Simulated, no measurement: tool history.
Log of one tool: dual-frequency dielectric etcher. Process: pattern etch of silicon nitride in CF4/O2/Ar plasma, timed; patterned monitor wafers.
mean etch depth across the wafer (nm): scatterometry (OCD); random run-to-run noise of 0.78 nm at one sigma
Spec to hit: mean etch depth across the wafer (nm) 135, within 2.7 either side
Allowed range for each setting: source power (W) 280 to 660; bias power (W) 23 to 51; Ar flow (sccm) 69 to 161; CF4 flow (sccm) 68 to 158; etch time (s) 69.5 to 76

run  hour  source power (W)  bias power (W)  Ar flow (sccm)  CF4 flow (sccm)  etch time (s)  mean etch depth across the wafer (nm)
  1     0               470              37             115              113             76                                 118.62
  2   3.6               470              37             132              113             76                                 116.57
  3   9.8               470              37             152              113             76                                  112.7
  4    12               470              37             152              113           69.5                                 103.76
  5  15.1               470              37             152              127           69.5                                 105.34
  6  23.3               470              32             152              127           69.5                                 100.51
  7  31.4               520              32             152              127           69.5                                 107.58
  8  37.8               560              33             151              127           69.5                                 114.51
  9  44.9               590              34             150              127           69.5                                 120.51

Which single option among these 4 for the next run brings every result within its allowed miss of target? Just one does.
  A    52               600              28             161              136           70.5                                      ?
  B    52               500              32             159              130           70.5                                      ?
  C    52               570              41             154              139             75                                      ?
  D    52               550              39             146              137           73.5                                      ?

move  mean etch depth across the wafer (nm)
   A                                 118.06
   B                                 106.76
   C                                 135.69
   D                                 128.83
A: its largest miss is bigger than the last run's
B: its largest miss is bigger than the last run's
C: each result inside its tolerance
D: moves toward the targets from the last run without getting all of them in spec
Answer: C
